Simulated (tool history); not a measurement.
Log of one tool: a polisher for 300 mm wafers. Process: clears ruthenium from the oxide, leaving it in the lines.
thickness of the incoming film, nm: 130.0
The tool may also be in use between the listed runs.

run	hour	flow of slurry (ml/min)	pressure of the wafer on the pad (kPa)	speed of the pad under the wafer (cm/s)	overpolish time after the end point (s)	time until the end point was called (s)
1	0	145	17.2	76	17	129.66
2	3.7	130	17.2	76	17	132.41
3	6	130	17.2	64	17	152.84
4	10.4	130	21.4	64	17	122.38
5	15.1	130	18.6	62	17	145.24
6	20.9	130	16.5	60	17	172.11

Run 7 comes next. What will it give?
7	25.3	130	15.2	60	17	?

{"run 7": {"time until the end point was called (s)": 179.52}}

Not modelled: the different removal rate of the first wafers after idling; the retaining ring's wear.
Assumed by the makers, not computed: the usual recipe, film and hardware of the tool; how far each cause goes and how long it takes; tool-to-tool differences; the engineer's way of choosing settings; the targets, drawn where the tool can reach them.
